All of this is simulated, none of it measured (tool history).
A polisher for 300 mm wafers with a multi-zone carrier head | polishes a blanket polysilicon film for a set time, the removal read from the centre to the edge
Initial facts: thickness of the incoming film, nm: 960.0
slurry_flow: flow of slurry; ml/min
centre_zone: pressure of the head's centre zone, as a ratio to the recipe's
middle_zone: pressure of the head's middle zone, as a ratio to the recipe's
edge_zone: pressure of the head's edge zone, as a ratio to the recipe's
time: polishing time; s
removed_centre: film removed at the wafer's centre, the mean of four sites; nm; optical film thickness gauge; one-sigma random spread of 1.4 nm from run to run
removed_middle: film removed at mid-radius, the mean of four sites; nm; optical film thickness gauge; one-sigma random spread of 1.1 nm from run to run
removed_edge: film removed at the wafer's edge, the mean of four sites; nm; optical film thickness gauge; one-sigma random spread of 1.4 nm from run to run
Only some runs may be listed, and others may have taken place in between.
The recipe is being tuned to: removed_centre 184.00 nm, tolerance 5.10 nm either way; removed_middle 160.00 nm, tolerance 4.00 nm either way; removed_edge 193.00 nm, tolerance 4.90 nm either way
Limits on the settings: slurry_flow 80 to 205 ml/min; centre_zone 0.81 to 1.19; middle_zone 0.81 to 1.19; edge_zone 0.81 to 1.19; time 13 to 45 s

Run 1, hour 0.0: slurry_flow 135 ml/min, centre_zone 1.00, middle_zone 1.00, edge_zone 1.00, time 29 s. Result: removed_centre 284.83 nm, removed_middle 280.22 nm, removed_edge 282.28 nm.
Run 2, hour 4.5: slurry_flow 135 ml/min, centre_zone 1.00, middle_zone 1.05, edge_zone 1.00, time 29 s. Result: removed_centre 285.43 nm, removed_middle 291.68 nm, removed_edge 279.96 nm.
Run 3, hour 10.7: slurry_flow 135 ml/min, centre_zone 1.00, middle_zone 1.05, edge_zone 0.92, time 29 s. Result: removed_centre 284.46 nm, removed_middle 291.10 nm, removed_edge 268.01 nm.
Run 4, hour 14.5: slurry_flow 135 ml/min, centre_zone 1.00, middle_zone 1.05, edge_zone 0.92, time 25 s. Result: removed_centre 242.55 nm, removed_middle 248.72 nm, removed_edge 235.13 nm.
Run 5, hour 20.5: slurry_flow 135 ml/min, centre_zone 1.00, middle_zone 1.05, edge_zone 0.92, time 28 s. Result: removed_centre 275.67 nm, removed_middle 282.43 nm, removed_edge 263.44 nm.
Run 6, hour 23.9: slurry_flow 135 ml/min, centre_zone 1.00, middle_zone 1.00, edge_zone 0.92, time 28 s. Result: removed_centre 274.91 nm, removed_middle 268.17 nm, removed_edge 259.46 nm.
Run 7, hour 30.1: slurry_flow 130 ml/min, centre_zone 0.99, middle_zone 0.98, edge_zone 0.92, time 27 s. Result: removed_centre 265.24 nm, removed_middle 252.84 nm, removed_edge 246.79 nm.
Run 8, hour 32.5: slurry_flow 125 ml/min, centre_zone 0.98, middle_zone 0.96, edge_zone 0.94, time 26 s. Result: removed_centre 249.61 nm, removed_middle 236.89 nm, removed_edge 240.62 nm.
Run 9, hour 40.5: slurry_flow 120 ml/min, centre_zone 0.97, middle_zone 0.94, edge_zone 0.95, time 25 s. Result: removed_centre 234.15 nm, removed_middle 219.19 nm, removed_edge 232.07 nm.
Run 10, hour 42.1: slurry_flow 115 ml/min, centre_zone 0.96, middle_zone 0.93, edge_zone 0.95, time 25 s. Result: removed_centre 227.15 nm, removed_middle 217.16 nm, removed_edge 233.64 nm.
Run 11, hour 47.9: slurry_flow 110 ml/min, centre_zone 0.96, middle_zone 0.92, edge_zone 0.95, time 25 s. Result: removed_centre 226.94 nm, removed_middle 212.87 nm, removed_edge 227.40 nm.
Run 12, hour 50.1: slurry_flow 110 ml/min, centre_zone 0.96, middle_zone 0.91, edge_zone 0.95, time 25 s. Result: removed_centre 229.03 nm, removed_middle 212.87 nm, removed_edge 227.90 nm.
Run 13, hour 50.9: slurry_flow 110 ml/min, centre_zone 0.96, middle_zone 0.90, edge_zone 0.95, time 25 s. Result: removed_centre 225.56 nm, removed_middle 210.90 nm, removed_edge 227.23 nm.
Run 14, hour 55.8: slurry_flow 110 ml/min, centre_zone 0.96, middle_zone 0.89, edge_zone 0.96, time 24 s. Result: removed_centre 220.02 nm, removed_middle 199.61 nm, removed_edge 221.65 nm.
Run 15, hour 64.6: slurry_flow 110 ml/min, centre_zone 0.96, middle_zone 0.88, edge_zone 0.96, time 24 s. Result: removed_centre 222.43 nm, removed_middle 199.05 nm, removed_edge 222.82 nm.
Run 16, hour 68.9: slurry_flow 110 ml/min, centre_zone 0.96, middle_zone 0.87, edge_zone 0.96, time 24 s. Result: removed_centre 222.00 nm, removed_middle 199.28 nm, removed_edge 221.85 nm.
Run 17, hour 70.0: slurry_flow 105 ml/min, centre_zone 0.96, middle_zone 0.86, edge_zone 0.96, time 24 s. Result: removed_centre 215.95 nm, removed_middle 192.96 nm, removed_edge 218.94 nm.
Run 18, hour 78.7: slurry_flow 105 ml/min, centre_zone 0.96, middle_zone 0.85, edge_zone 0.96, time 24 s. Result: removed_centre 213.11 nm, removed_middle 191.33 nm, removed_edge 218.92 nm.
Run 19, hour 82.6: slurry_flow 95 ml/min, centre_zone 0.96, middle_zone 0.83, edge_zone 0.96, time 22 s. Result: removed_centre 192.57 nm, removed_middle 167.66 nm, removed_edge 200.29 nm.

Pick the move, out of 4, that brings all results within their allowed miss; only one does.
Run A, hour 86.5: slurry_flow 100 ml/min, centre_zone 0.95, middle_zone 0.92, edge_zone 0.95, time 21 s. Result: removed_centre ?, removed_middle ?, removed_edge ?.
Run B, hour 86.5: slurry_flow 95 ml/min, centre_zone 0.97, middle_zone 0.83, edge_zone 1.01, time 21 s. Result: removed_centre ?, removed_middle ?, removed_edge ?.
Run C, hour 86.5: slurry_flow 95 ml/min, centre_zone 0.97, middle_zone 0.85, edge_zone 0.98, time 22 s. Result: removed_centre ?, removed_middle ?, removed_edge ?.
Run D, hour 86.5: slurry_flow 90 ml/min, centre_zone 1.06, middle_zone 0.81, edge_zone 0.92, time 22 s. Result: removed_centre ?, removed_middle ?, removed_edge ?.

move  removed_centre  removed_middle  removed_edge
   A          183.87          177.71        191.63
   B          183.40          161.01        195.77
   C          192.16          172.01        202.08
   D          200.33          162.88        194.31
A: moves away from the targets compared with the last run
B: every result within its allowed miss
C: moves away from the targets compared with the last run
D: brings the last run's worst result on target, with another outside its allowed miss
B is the move that brings every result within its allowed miss.
